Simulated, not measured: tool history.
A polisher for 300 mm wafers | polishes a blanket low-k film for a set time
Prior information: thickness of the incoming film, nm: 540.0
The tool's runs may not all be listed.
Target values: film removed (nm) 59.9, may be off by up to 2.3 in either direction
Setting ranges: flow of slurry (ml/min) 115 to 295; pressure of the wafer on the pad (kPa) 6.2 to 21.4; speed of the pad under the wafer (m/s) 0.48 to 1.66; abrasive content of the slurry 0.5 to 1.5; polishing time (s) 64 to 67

run	hour	flow of slurry (ml/min)	pressure of the wafer on the pad (kPa)	speed of the pad under the wafer (m/s)	abrasive content of the slurry	polishing time (s)	film removed (nm)
1	0	190	13.8	1.06	1	64	31.446
2	7.8	190	15.9	1.08	1	64	36.547
3	9.8	190	17.2	1.12	1	64	41.516
4	15.6	190	17.2	1.12	1.1	64	42.137
5	23.9	190	15.9	1.12	1.1	64	40.766
6	28	190	15.9	0.94	1.1	64	35.16
7	31.3	190	17.2	1	1.1	64	40.142
8	34.1	200	21.4	1.18	1.1	64	54.755
9	38	200	21.4	1.2	1.1	64	55.645
10	41.6	200	21.4	1.22	1.1	64	56.06
11	49.8	200	21.4	1.24	1.1	64	56.16
12	52.7	200	21.4	1.26	1.1	64	57.338

5 candidate next runs follow, results not yet known. Just one meets every target within its allowed miss. Identify it.
A	55.6	230	19.3	1.1	1.25	66	?
B	55.6	215	21.4	1.12	1.2	64	?
C	55.6	220	21.4	1.1	1.1	65	?
D	55.6	175	20.7	1.48	1.15	67	?
E	55.6	225	20	1.34	1.15	66	?

move	film removed (nm)
A	52.761
B	55.278
C	53.019
D	64.313
E	59.442
A: misses by more than the last run did
B: misses by more than the last run did
C: misses by more than the last run did
D: the result that was furthest off in the last run now lies on the other side of its target
E: all results in spec
Go with E: it meets all targets.

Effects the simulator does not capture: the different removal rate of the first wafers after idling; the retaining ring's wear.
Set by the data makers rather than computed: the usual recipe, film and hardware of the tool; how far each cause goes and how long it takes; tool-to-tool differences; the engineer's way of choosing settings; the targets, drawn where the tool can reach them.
